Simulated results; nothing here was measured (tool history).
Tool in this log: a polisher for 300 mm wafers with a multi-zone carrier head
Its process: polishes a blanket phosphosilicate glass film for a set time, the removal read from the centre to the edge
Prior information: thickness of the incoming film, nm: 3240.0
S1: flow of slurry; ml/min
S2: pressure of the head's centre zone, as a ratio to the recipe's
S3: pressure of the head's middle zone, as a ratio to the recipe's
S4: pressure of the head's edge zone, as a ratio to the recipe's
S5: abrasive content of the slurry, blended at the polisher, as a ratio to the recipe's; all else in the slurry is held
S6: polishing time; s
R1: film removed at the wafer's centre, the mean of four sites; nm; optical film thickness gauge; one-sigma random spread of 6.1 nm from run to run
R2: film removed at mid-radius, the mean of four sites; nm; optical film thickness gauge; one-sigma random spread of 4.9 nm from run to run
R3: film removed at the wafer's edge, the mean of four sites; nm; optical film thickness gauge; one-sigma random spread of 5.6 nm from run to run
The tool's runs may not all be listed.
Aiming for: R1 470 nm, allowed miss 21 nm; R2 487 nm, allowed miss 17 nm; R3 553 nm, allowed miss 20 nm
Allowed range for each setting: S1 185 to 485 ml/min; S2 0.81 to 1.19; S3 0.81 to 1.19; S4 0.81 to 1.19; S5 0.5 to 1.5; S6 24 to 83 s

| run | hour | S1 | S2 | S3 | S4 | S5 | S6 | R1 | R2 | R3 |
|---|---|---|---|---|---|---|---|---|---|---|
| 1 | 0 | 310 | 1 | 1 | 1 | 1 | 53 | 348.11 | 349.84 | 361.42 |
| 2 | 2.2 | 305 | 0.99 | 0.99 | 1.04 | 1.15 | 55 | 394.86 | 378.81 | 410.05 |
| 3 | 10.4 | 305 | 0.93 | 0.99 | 1.04 | 1.15 | 55 | 376.45 | 382.67 | 413.55 |
| 4 | 12.4 | 305 | 0.93 | 0.99 | 1.04 | 1.15 | 64 | 435.8 | 446.57 | 476.69 |
| 5 | 18.3 | 310 | 0.92 | 1 | 1.08 | 1.2 | 64 | 435.98 | 454.28 | 491.33 |
| 6 | 24.1 | 310 | 0.91 | 1 | 1.1 | 1.25 | 64 | 452.8 | 457.4 | 509.31 |
| 7 | 25.7 | 310 | 0.9 | 1.01 | 1.12 | 1.3 | 64 | 446.88 | 469.25 | 514.75 |
| 8 | 34.6 | 310 | 0.9 | 1.01 | 1.13 | 1.35 | 64 | 451.57 | 483.32 | 529.64 |
| 9 | 40.8 | 310 | 0.9 | 1 | 1.14 | 1.35 | 64 | 458.66 | 477.09 | 529.12 |
| 10 | 46.3 | 310 | 0.9 | 1 | 1.15 | 1.35 | 64 | 448.1 | 485.3 | 528.16 |
| 11 | 47.8 | 320 | 0.93 | 0.96 | 1.19 | 1.4 | 64 | 482.14 | 471.67 | 548.71 |

5 next moves are on the table. One of them brings every result within its allowed miss. Which?
| A | 49.3 | 315 | 0.87 | 0.92 | 1.19 | 1.3 | 65 | ? | ? | ? |
| B | 49.3 | 330 | 0.88 | 0.86 | 1.19 | 1.3 | 67 | ? | ? | ? |
| C | 49.3 | 345 | 0.93 | 0.92 | 1.19 | 1.45 | 62 | ? | ? | ? |
| D | 49.3 | 320 | 1.05 | 0.97 | 1.13 | 1.45 | 63 | ? | ? | ? |
| E | 49.3 | 195 | 0.91 | 1.02 | 1.19 | 1.4 | 66 | ? | ? | ? |

| move | R1 | R2 | R3 |
|---|---|---|---|
| A | 447.15 | 451.33 | 540.74 |
| B | 465.94 | 441.19 | 559.04 |
| C | 468.5 | 450.42 | 539.07 |
| D | 518.13 | 476.04 | 532.02 |
| E | 465.78 | 497.69 | 550.33 |
A: lands further from the targets than the last run did
B: lands further from the targets than the last run did
C: lands further from the targets than the last run did
D: corrects the largest miss of the last run, while another result sits out of spec
E: in spec on every target
The move that meets every target is E.
